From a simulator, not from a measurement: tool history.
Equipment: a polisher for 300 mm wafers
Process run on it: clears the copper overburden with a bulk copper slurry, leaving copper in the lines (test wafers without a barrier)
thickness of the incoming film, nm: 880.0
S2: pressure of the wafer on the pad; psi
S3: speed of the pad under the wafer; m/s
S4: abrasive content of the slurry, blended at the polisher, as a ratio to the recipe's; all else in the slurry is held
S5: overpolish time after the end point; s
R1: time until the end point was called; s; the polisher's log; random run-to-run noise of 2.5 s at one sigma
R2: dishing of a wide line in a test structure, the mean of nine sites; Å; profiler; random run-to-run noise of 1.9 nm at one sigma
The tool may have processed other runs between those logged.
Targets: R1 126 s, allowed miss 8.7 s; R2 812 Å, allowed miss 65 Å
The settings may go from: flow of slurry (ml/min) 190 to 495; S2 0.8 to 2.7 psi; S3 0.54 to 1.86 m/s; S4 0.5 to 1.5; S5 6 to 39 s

run 1 hour=0 | flow_of_slurry_(ml/min)=320 S2=1.7 S3=1.18 S4=1 S5=20 | R1=174.51 R2=512.91
run 2 hour=7.2 | flow_of_slurry_(ml/min)=320 S2=1.7 S3=1.3 S4=1 S5=20 | R1=153.8 R2=575.58
run 3 hour=9.7 | flow_of_slurry_(ml/min)=320 S2=2 S3=1.3 S4=1 S5=20 | R1=139.16 R2=615.9
run 4 hour=12.6 | flow_of_slurry_(ml/min)=250 S2=2 S3=1.3 S4=1 S5=20 | R1=142.01 R2=611.32
run 5 hour=21 | flow_of_slurry_(ml/min)=250 S2=2 S3=1.3 S4=1 S5=21 | R1=140.72 R2=607.67
-- hour=27.4 slurry blender recalibrated
run 6 hour=27.4 | flow_of_slurry_(ml/min)=250 S2=2 S3=1.3 S4=1 S5=26 | R1=135.59 R2=697.4
run 7 hour=32.7 | flow_of_slurry_(ml/min)=250 S2=2 S3=1.3 S4=1 S5=27 | R1=134.64 R2=708.06
run 8 hour=35.7 | flow_of_slurry_(ml/min)=250 S2=2 S3=1.3 S4=1 S5=28 | R1=133.81 R2=708.9

Which of these 4 next moves meets every target?
run A hour=38.7 | flow_of_slurry_(ml/min)=195 S2=2 S3=1.6 S4=1.15 S5=20 | R1=? R2=?
run B hour=38.7 | flow_of_slurry_(ml/min)=290 S2=1.9 S3=1.72 S4=1 S5=30 | R1=? R2=?
run C hour=38.7 | flow_of_slurry_(ml/min)=240 S2=2.1 S3=1.52 S4=1.05 S5=28 | R1=? R2=?
run D hour=38.7 | flow_of_slurry_(ml/min)=255 S2=2 S3=1.38 S4=0.85 S5=33 | R1=? R2=?

move=A R1=111.28 R2=693.34
move=B R1=106.28 R2=819.99
move=C R1=108.79 R2=812.4
move=D R1=126.09 R2=809.25
A: misses by more than the last run did
B: gets the furthest-off result to its target, but another result is out of tolerance
C: gets the furthest-off result to its target, but another result is out of tolerance
D: in spec on every target
The right move is D.
